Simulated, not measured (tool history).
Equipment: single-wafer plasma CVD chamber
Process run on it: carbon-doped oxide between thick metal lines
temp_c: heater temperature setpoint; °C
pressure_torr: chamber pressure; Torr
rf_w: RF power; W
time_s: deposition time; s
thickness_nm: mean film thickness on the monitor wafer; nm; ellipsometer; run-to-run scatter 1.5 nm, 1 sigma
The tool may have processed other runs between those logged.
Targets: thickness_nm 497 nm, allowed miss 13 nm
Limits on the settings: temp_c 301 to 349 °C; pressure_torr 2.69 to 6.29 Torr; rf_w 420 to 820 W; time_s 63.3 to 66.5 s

run  hour  temp_c  pressure_torr  rf_w  time_s  thickness_nm
  1     0     325           4.49   620    66.5        404.01
  2   0.6     320           4.49   620    66.5        413.21
  3   4.5     320           4.49   700    66.5         459.2
  4   7.5     320           4.49   700    66.5        459.19
  5  15.2     320           4.09   700    66.5        448.76
  6  22.9     320           4.83   700    66.5        464.99
  7  26.2     320           4.83   700    66.5        463.34
  8  30.4     318           4.96   705    66.5         470.6
  9  32.6     316           5.07   710    66.5        483.87

Exactly one of the 5 candidate moves below puts every result within its allowed miss. Which one?
  A  34.8     318           5.14   735    66.5             ?
  B  34.8     316           5.33   765    66.5             ?
  C  34.8     322           4.82   705    65.5             ?
  D  34.8     306           5.42   685    63.3             ?
  E  34.8     322           5.45   695    66.5             ?

move  thickness_nm
   A        490.57
   B        513.13
   C        454.99
   D        466.17
   E        466.35
A: all results land within tolerance of their targets
B: pushes the last run's worst result past its target
C: misses by more than the last run did
D: misses by more than the last run did
E: misses by more than the last run did
A is the move that brings every result within its allowed miss.
